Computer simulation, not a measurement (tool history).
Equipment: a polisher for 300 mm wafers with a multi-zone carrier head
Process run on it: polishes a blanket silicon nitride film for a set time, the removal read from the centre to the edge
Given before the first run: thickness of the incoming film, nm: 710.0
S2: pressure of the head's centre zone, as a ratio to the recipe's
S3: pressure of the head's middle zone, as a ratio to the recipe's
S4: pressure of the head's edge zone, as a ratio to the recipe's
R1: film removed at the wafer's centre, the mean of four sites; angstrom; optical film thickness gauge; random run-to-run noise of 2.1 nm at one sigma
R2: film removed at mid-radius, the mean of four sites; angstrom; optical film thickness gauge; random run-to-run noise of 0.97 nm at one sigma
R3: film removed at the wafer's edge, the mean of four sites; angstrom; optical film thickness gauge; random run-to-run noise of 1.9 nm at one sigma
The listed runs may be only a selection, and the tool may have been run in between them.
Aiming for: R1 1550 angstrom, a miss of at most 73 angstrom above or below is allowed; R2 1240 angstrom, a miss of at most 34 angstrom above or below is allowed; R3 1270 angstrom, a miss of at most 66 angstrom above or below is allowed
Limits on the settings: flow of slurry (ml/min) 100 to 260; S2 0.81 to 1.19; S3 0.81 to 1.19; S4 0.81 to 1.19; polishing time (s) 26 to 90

Run 1, hour 0: flow of slurry (ml/min) 165, S2 1, S3 1, S4 1, polishing time (s) 58. Result: R1 1011.1 angstrom, R2 1005.4 angstrom, R3 996.23 angstrom.
Run 2, hour 8.8: flow of slurry (ml/min) 175, S2 1.04, S3 1, S4 1.02, polishing time (s) 60. Result: R1 1100.6 angstrom, R2 1075 angstrom, R3 1060 angstrom.
Run 3, hour 15.2: flow of slurry (ml/min) 185, S2 1.07, S3 0.98, S4 1.02, polishing time (s) 62. Result: R1 1163.1 angstrom, R2 1104.5 angstrom, R3 1068.1 angstrom.
Run 4, hour 17.5: flow of slurry (ml/min) 185, S2 1.14, S3 0.98, S4 1.02, polishing time (s) 62. Result: R1 1257.5 angstrom, R2 1093 angstrom, R3 1122.8 angstrom.
Run 5, hour 25.3: flow of slurry (ml/min) 185, S2 1.14, S3 0.98, S4 0.96, polishing time (s) 62. Result: R1 1233.7 angstrom, R2 1095.6 angstrom, R3 1041.9 angstrom.
Run 6, hour 32.7: flow of slurry (ml/min) 195, S2 1.15, S3 0.96, S4 0.97, polishing time (s) 64. Result: R1 1337.6 angstrom, R2 1116.8 angstrom, R3 1075.6 angstrom.
Run 7, hour 35.7: flow of slurry (ml/min) 205, S2 1.16, S3 0.96, S4 0.99, polishing time (s) 65. Result: R1 1376 angstrom, R2 1146.6 angstrom, R3 1149.3 angstrom.
Run 8, hour 41.1: flow of slurry (ml/min) 210, S2 1.17, S3 0.96, S4 0.99, polishing time (s) 66. Result: R1 1397.6 angstrom, R2 1160 angstrom, R3 1165.6 angstrom.
Run 9, hour 47.2: flow of slurry (ml/min) 210, S2 1.17, S3 0.96, S4 0.99, polishing time (s) 67. Result: R1 1469.9 angstrom, R2 1181.4 angstrom, R3 1173 angstrom.
Run 10, hour 54.4: flow of slurry (ml/min) 215, S2 1.17, S3 0.97, S4 1, polishing time (s) 67. Result: R1 1438.9 angstrom, R2 1191.3 angstrom, R3 1176.8 angstrom.

Exactly one of the 4 candidate moves below puts every result within its allowed miss. Which one?
Run A, hour 61.6: flow of slurry (ml/min) 240, S2 1.16, S3 1.08, S4 0.87, polishing time (s) 67. Result: R1 ?, R2 ?, R3 ?.
Run B, hour 61.6: flow of slurry (ml/min) 240, S2 1.19, S3 0.96, S4 0.81, polishing time (s) 69. Result: R1 ?, R2 ?, R3 ?.
Run C, hour 61.6: flow of slurry (ml/min) 200, S2 1.09, S3 1.03, S4 1.19, polishing time (s) 65. Result: R1 ?, R2 ?, R3 ?.
Run D, hour 61.6: flow of slurry (ml/min) 195, S2 1.18, S3 0.93, S4 1, polishing time (s) 72. Result: R1 ?, R2 ?, R3 ?.

move      R1      R2      R3
   A  1442.9  1309.5  1100.8
   B  1523.5  1229.2  1099.9
   C  1279.6  1194.3  1222.7
   D    1528    1217  1238.8
A: misses by more than the last run did
B: meets the target for the result that was furthest off, but another lies outside its allowed miss
C: misses by more than the last run did
D: all results in spec
D meets every target.

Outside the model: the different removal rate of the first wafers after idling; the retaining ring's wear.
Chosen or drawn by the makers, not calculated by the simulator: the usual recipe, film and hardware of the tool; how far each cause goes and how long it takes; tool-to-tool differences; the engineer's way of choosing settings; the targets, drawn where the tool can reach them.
